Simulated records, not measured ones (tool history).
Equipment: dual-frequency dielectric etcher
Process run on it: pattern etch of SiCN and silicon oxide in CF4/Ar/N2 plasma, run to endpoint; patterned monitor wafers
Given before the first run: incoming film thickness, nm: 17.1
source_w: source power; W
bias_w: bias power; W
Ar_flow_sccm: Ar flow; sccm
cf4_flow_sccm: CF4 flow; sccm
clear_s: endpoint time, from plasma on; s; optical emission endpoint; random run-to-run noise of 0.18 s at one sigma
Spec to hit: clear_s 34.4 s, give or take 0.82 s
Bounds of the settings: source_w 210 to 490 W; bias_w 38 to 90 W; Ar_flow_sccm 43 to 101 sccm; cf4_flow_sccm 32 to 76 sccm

run,hour,source_w,bias_w,Ar_flow_sccm,cf4_flow_sccm,clear_s
1,0,350,64,72,54,22.816
2,3.2,310,61,73,53,26.669
3,9,310,56,73,53,27.287
4,16.2,310,56,73,47,27.772
5,18.4,290,56,73,47,29.794
6,21.8,280,56,73,47,31.209
7,24.2,240,55,73,47,38.178
8,31.6,240,55,73,47,37.743
9,33.6,250,55,73,47,36.102
# hour 40.6: wet clean of the chamber
10,40.6,260,55,73,47,35.748
11,45.5,260,55,73,47,35.835

Which of these 4 next moves meets every target?
A,50.4,270,47,89,53,?
B,50.4,270,52,73,57,?
C,50.4,280,57,74,46,?
D,50.4,270,45,75,46,?

move,clear_s
A,36.143
B,33.968
C,32.455
D,35.907
A: moves away from the targets compared with the last run
B: all results land within tolerance of their targets
C: the result that was furthest off in the last run now lies on the other side of its target
D: moves away from the targets compared with the last run
B is the move that brings every result within its allowed miss.

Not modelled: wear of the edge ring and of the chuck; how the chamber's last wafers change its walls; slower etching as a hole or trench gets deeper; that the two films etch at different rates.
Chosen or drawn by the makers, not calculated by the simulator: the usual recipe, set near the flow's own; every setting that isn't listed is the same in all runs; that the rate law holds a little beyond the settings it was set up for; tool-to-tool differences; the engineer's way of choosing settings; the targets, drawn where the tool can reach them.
